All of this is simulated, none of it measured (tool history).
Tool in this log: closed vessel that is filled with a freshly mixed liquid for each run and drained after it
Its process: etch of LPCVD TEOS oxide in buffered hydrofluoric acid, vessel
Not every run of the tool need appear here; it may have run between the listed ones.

| run | day | temperature setpoint of the liquid (°C) | parts of 40 % ammonium fluoride to one part of 49 % hydrofluoric acid (parts by volume) | time in the liquid (s) | thickness taken off the LPCVD TEOS oxide on a monitor wafer (nm) |
|---|---|---|---|---|---|
| 1 | 0 | 23 | 18 | 100 | 281.38 |
| 2 | 0.075 | 24.5 | 16.5 | 100 | 330.64 |
| 3 | 0.267 | 24.5 | 16.5 | 105 | 345.73 |
| 4 | 0.333 | 24.5 | 16.5 | 100 | 332.11 |
| 5 | 0.492 | 25.5 | 15.5 | 100 | 371.04 |
| 6 | 0.804 | 24 | 15.5 | 100 | 346.48 |

Run 7 has not been measured yet. What should we expect?
| 7 | 1.108 | 25 | 14.5 | 100 | ? |

thickness taken off the LPCVD TEOS oxide on a monitor wafer (nm): 381.48
